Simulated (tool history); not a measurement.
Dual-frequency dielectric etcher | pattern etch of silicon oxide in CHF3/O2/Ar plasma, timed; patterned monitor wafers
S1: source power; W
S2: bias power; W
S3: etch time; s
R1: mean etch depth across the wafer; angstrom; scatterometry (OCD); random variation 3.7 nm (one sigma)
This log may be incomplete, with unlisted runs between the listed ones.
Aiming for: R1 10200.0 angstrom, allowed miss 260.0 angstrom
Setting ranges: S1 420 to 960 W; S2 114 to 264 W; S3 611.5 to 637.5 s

run	hour	S1	S2	S3	R1
1	0.0	690	189	611.5	13094.0
2	4.7	690	161	611.5	12483.0
3	11.2	650	154	611.5	11966.0
4	14.4	610	150	611.5	11601.0
5	22.9	610	150	611.5	11534.0
6	28.9	580	148	611.5	11325.0
7	36.6	560	146	611.5	11053.0
8	42.1	540	145	611.5	10907.0
9	48.2	530	144	611.5	10741.0
10	54.4	450	137	611.5	9859.0

Which one of the following 4 next-run settings gets every result inside its allowed miss? There is exactly one.
A	60.6	440	138	611.5	?
B	60.6	470	135	618.5	?
C	60.6	420	141	621.0	?
D	60.6	430	130	625.0	?

move	R1
A	9822.5
B	10166.0
C	9831.7
D	9762.6
A: its largest miss is bigger than the last run's
B: all results in spec
C: its largest miss is bigger than the last run's
D: its largest miss is bigger than the last run's
Go with B: it meets all targets.

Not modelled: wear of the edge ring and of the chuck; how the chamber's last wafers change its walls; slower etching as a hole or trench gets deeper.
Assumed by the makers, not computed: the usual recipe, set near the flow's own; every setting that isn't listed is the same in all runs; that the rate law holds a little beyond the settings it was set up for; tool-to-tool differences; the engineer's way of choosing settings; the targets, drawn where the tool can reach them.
